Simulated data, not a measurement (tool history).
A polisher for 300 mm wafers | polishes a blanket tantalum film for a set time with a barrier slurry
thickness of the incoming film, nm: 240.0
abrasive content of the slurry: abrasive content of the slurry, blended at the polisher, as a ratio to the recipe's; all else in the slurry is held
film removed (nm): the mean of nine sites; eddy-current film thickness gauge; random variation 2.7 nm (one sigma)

run  hour  flow of slurry (ml/min)  pressure of the wafer on the pad (psi)  speed of the pad under the wafer (m/s)  abrasive content of the slurry  polishing time (s)  film removed (nm)
  1     0                      285                                     2.5                                    0.94                               1                  60             139.79
  2   1.2                      325                                     2.5                                    0.94                               1                  60             142.52
  3     2                      280                                     2.5                                    0.94                               1                  60             141.15
  4   8.9                      280                                     2.7                                    0.94                               1                  60             148.83
  5  12.3                      280                                     2.9                                    0.94                               1                  60             162.83
  6  15.1                      280                                     2.9                                    0.94                               1                  62             169.05
  7  20.1                      280                                       3                                    0.94                               1                  62             167.33
  8  26.7                      280                                       3                                    0.94                               1                  62             169.76

The next listed run, before its measurement:
  9  34.2                      280                                     3.1                                    0.94                               1                  62                  ?

Run 9 gave film removed (nm) 177.18.
